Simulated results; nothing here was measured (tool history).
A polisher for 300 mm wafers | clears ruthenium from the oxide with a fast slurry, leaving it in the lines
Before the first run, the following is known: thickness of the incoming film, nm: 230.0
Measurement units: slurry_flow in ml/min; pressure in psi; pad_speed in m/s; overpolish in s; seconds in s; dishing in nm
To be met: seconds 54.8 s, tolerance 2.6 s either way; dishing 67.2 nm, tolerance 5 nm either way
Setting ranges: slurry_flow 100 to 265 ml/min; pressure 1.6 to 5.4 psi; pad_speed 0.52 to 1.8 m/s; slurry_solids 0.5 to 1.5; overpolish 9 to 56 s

| run | hour | slurry_flow | pressure | pad_speed | slurry_solids | overpolish | seconds | dishing |
|---|---|---|---|---|---|---|---|---|
| 1 | 0 | 170 | 3.5 | 1.16 | 1 | 29 | 43.37 | 96.29 |
| 2 | 1.2 | 170 | 3.5 | 1.16 | 1 | 38 | 44.87 | 109.67 |
| 3 | 3.1 | 170 | 3.5 | 0.94 | 1 | 38 | 53.23 | 99.139 |
| 4 | 11.8 | 170 | 3.5 | 0.94 | 1 | 34 | 52.556 | 89.784 |
| 5 | 19.4 | 170 | 3.5 | 0.82 | 1 | 34 | 60.051 | 82.905 |
| 6 | 28.2 | 170 | 3.6 | 0.82 | 1 | 31 | 58.002 | 79.775 |
| 7 | 36.3 | 170 | 3.6 | 0.82 | 1 | 29 | 59.914 | 75.228 |
| 8 | 37 | 170 | 3.7 | 0.82 | 1 | 27 | 58.576 | 72.082 |

Exercise: of the 5 proposed moves below, exactly one satisfies all targets within the stated allowed misses. Which move is it?
| A | 37.7 | 175 | 3.5 | 0.98 | 0.9 | 23 | ? | ? |
| B | 37.7 | 165 | 4.4 | 0.86 | 0.85 | 26 | ? | ? |
| C | 37.7 | 175 | 3.8 | 0.74 | 1 | 28 | ? | ? |
| D | 37.7 | 185 | 3.4 | 0.86 | 0.95 | 26 | ? | ? |
| E | 37.7 | 160 | 3.7 | 0.8 | 0.95 | 29 | ? | ? |

| move | seconds | dishing |
|---|---|---|
| A | 55.689 | 69.086 |
| B | 54.037 | 77.561 |
| C | 64.305 | 71.951 |
| D | 62.321 | 69.628 |
| E | 63.685 | 74.435 |
A: in spec on every target
B: gets the furthest-off result to its target, but another result is out of tolerance
C: misses by more than the last run did
D: misses by more than the last run did
E: misses by more than the last run did
A meets every target.
